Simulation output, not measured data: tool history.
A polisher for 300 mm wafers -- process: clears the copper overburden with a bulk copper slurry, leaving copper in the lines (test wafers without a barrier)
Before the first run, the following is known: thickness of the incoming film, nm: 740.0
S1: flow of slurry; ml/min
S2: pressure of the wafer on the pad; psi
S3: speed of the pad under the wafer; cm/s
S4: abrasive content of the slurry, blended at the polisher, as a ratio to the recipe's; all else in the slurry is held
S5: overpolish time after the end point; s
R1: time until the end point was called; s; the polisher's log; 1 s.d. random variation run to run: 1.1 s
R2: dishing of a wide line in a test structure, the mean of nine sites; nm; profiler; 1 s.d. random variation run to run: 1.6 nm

run 1 day=0.000 | S1=225 S2=2.8 S3=110 S4=1.0 S5=20 | R1=94.073 R2=71.462
run 2 day=0.367 | S1=225 S2=2.8 S3=110 S4=1.0 S5=13 | R1=97.207 R2=54.918
run 3 day=0.729 | S1=270 S2=2.8 S3=110 S4=1.0 S5=13 | R1=92.708 R2=56.881
run 4 day=0.950 | S1=270 S2=2.8 S3=110 S4=0.9 S5=13 | R1=95.656 R2=53.356
run 5 day=1.312 | S1=310 S2=2.8 S3=110 S4=0.9 S5=13 | R1=95.563 R2=57.511
run 6 day=1.488 | S1=310 S2=2.8 S3=110 S4=0.9 S5=14 | R1=95.385 R2=58.476
run 7 day=1.700 | S1=310 S2=2.8 S3=110 S4=0.9 S5=15 | R1=96.735 R2=60.558

What will run 8 give?
-- day=1.762 worn pad replaced by a new one
run 8 day=1.762 | S1=310 S2=2.8 S3=110 S4=0.9 S5=16 | R1=? R2=?

{"run 8": {"R1": 87.217, "R2": 67.721}}
